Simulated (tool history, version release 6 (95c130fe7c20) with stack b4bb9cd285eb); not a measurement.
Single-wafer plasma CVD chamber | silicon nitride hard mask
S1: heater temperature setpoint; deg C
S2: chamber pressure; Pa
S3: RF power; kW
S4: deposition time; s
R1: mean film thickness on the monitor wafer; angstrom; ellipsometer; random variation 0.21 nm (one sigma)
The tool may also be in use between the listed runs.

Run 1, day 0.000: S1 395 deg C, S2 221 Pa, S3 0.345 kW, S4 36.5 s. Result: R1 446.84 angstrom.
Run 2, day 0.229: S1 395 deg C, S2 200 Pa, S3 0.330 kW, S4 36.4 s. Result: R1 422.38 angstrom.
Run 3, day 0.579: S1 395 deg C, S2 184 Pa, S3 0.320 kW, S4 36.3 s. Result: R1 400.05 angstrom.
Run 4, day 0.862: S1 395 deg C, S2 175 Pa, S3 0.320 kW, S4 36.3 s. Result: R1 392.61 angstrom.
Run 5, day 1.000: S1 390 deg C, S2 175 Pa, S3 0.320 kW, S4 36.3 s. Result: R1 396.46 angstrom.
Run 6, day 1.325: S1 390 deg C, S2 175 Pa, S3 0.320 kW, S4 36.5 s. Result: R1 398.80 angstrom.
Run 7, day 1.488: S1 390 deg C, S2 175 Pa, S3 0.320 kW, S4 36.5 s. Result: R1 395.73 angstrom.

Run 8 comes next. What will it give?
Run 8, day 1.638: S1 390 deg C, S2 168 Pa, S3 0.320 kW, S4 36.5 s. Result: R1 ?.

R1: 393.87 angstrom
